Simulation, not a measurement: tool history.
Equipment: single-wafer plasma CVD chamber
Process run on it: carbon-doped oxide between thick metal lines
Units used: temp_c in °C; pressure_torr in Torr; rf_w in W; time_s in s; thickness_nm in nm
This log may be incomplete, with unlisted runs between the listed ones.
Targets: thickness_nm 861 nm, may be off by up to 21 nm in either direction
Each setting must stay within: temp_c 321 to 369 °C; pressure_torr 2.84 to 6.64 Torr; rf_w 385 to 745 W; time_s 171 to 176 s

{"run": 1, "hour": 0.0, "temp_c": 345, "pressure_torr": 4.74, "rf_w": 565, "time_s": 171, "thickness_nm": 963.18}
{"run": 2, "hour": 5.5, "temp_c": 339, "pressure_torr": 4.74, "rf_w": 565, "time_s": 171, "thickness_nm": 992.63}
{"run": 3, "hour": 7.8, "temp_c": 339, "pressure_torr": 5.21, "rf_w": 565, "time_s": 171, "thickness_nm": 1003.4}
{"run": 4, "hour": 13.2, "temp_c": 339, "pressure_torr": 5.21, "rf_w": 565, "time_s": 176, "thickness_nm": 1032.2}
{"run": 5, "hour": 17.8, "temp_c": 341, "pressure_torr": 5.08, "rf_w": 550, "time_s": 176, "thickness_nm": 1001.7}
{"run": 6, "hour": 25.1, "temp_c": 344, "pressure_torr": 4.96, "rf_w": 540, "time_s": 176, "thickness_nm": 983.58}
{"run": 7, "hour": 26.7, "temp_c": 347, "pressure_torr": 4.18, "rf_w": 450, "time_s": 174, "thickness_nm": 822.2}
{"run": 8, "hour": 30.7, "temp_c": 346, "pressure_torr": 4.25, "rf_w": 450, "time_s": 174, "thickness_nm": 830.16}

Which single option among these 4 for the next run brings every result within its allowed miss of target? Just one does.
{"run": "A", "hour": 34.7, "temp_c": 350, "pressure_torr": 4.48, "rf_w": 440, "time_s": 171, "thickness_nm": "?"}
{"run": "B", "hour": 34.7, "temp_c": 347, "pressure_torr": 4.48, "rf_w": 435, "time_s": 175, "thickness_nm": "?"}
{"run": "C", "hour": 34.7, "temp_c": 338, "pressure_torr": 3.32, "rf_w": 490, "time_s": 171, "thickness_nm": "?"}
{"run": "D", "hour": 34.7, "temp_c": 349, "pressure_torr": 3.82, "rf_w": 420, "time_s": 176, "thickness_nm": "?"}

move=A thickness_nm=803.1
move=B thickness_nm=822.03
move=C thickness_nm=863.43
move=D thickness_nm=781.74
A: further off than the last run
B: further off than the last run
C: all results in spec
D: further off than the last run
C meets every target.
